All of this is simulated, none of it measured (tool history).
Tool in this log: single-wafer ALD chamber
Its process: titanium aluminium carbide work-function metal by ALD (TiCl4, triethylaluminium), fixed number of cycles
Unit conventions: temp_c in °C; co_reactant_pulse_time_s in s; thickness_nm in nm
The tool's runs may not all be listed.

Run 1, day 0: temp_c 315 °C, co_reactant_pulse_time_s 11.67 s. Result: thickness_nm 2.0441 nm.
Run 2, day 0.35: temp_c 319 °C, co_reactant_pulse_time_s 11.67 s. Result: thickness_nm 2.0827 nm.
Run 3, day 0.392: temp_c 319 °C, co_reactant_pulse_time_s 13.38 s. Result: thickness_nm 2.1141 nm.
Run 4, day 0.754: temp_c 316 °C, co_reactant_pulse_time_s 12.96 s. Result: thickness_nm 2.0666 nm.
Run 5, day 1.096: temp_c 313 °C, co_reactant_pulse_time_s 12.71 s. Result: thickness_nm 2.0379 nm.
Run 6, day 1.121: temp_c 313 °C, co_reactant_pulse_time_s 11.57 s. Result: thickness_nm 2.0334 nm.
Run 7, day 1.175: temp_c 311 °C, co_reactant_pulse_time_s 11.29 s. Result: thickness_nm 2.0089 nm.
Run 8, day 1.35: temp_c 311 °C, co_reactant_pulse_time_s 11.29 s. Result: thickness_nm 2.0064 nm.
Run 9, day 1.675: temp_c 311 °C, co_reactant_pulse_time_s 11.29 s. Result: thickness_nm 2.0163 nm.

What will run 10 give?
Run 10, day 2: temp_c 309 °C, co_reactant_pulse_time_s 11.03 s. Result: thickness_nm ?.

Run 10 came out at thickness_nm 2.0019 nm.
